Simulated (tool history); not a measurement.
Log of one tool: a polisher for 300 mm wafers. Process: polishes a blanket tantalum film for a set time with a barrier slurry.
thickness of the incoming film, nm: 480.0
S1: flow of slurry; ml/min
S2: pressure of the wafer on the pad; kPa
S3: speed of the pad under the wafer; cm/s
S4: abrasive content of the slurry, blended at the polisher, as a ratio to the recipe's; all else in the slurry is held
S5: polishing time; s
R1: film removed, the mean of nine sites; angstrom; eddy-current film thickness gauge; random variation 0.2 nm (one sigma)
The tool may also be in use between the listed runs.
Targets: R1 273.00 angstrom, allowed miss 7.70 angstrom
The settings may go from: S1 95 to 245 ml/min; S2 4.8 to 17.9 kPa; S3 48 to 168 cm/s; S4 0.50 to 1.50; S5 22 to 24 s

run 1 hour=0.0 | S1=155 S2=11.0 S3=108 S4=1.00 S5=24 | R1=403.54
run 2 hour=6.3 | S1=155 S2=11.0 S3=108 S4=1.00 S5=22 | R1=371.82
run 3 hour=12.6 | S1=155 S2=11.0 S3=120 S4=1.00 S5=22 | R1=406.92
run 4 hour=16.7 | S1=150 S2=9.7 S3=120 S4=1.00 S5=22 | R1=357.38
run 5 hour=24.2 | S1=145 S2=9.0 S3=120 S4=1.00 S5=22 | R1=339.90
run 6 hour=27.0 | S1=140 S2=8.3 S3=120 S4=1.00 S5=22 | R1=305.52
run 7 hour=31.3 | S1=130 S2=8.3 S3=120 S4=1.00 S5=22 | R1=302.18
run 8 hour=33.7 | S1=120 S2=8.3 S3=120 S4=1.00 S5=22 | R1=302.01

Which of these 5 next moves meets every target?
run A hour=36.1 | S1=160 S2=9.0 S3=94 S4=0.80 S5=22 | R1=?
run B hour=36.1 | S1=125 S2=8.3 S3=132 S4=0.90 S5=24 | R1=?
run C hour=36.1 | S1=105 S2=6.9 S3=154 S4=1.15 S5=23 | R1=?
run D hour=36.1 | S1=130 S2=6.9 S3=122 S4=1.20 S5=22 | R1=?
run E hour=36.1 | S1=95 S2=9.0 S3=126 S4=1.05 S5=24 | R1=?

move=A R1=251.80
move=B R1=348.61
move=C R1=334.27
move=D R1=271.78
move=E R1=346.91
A: takes the result that was furthest off past its target
B: further off than the last run
C: further off than the last run
D: meets every target
E: further off than the last run
The right move is D.
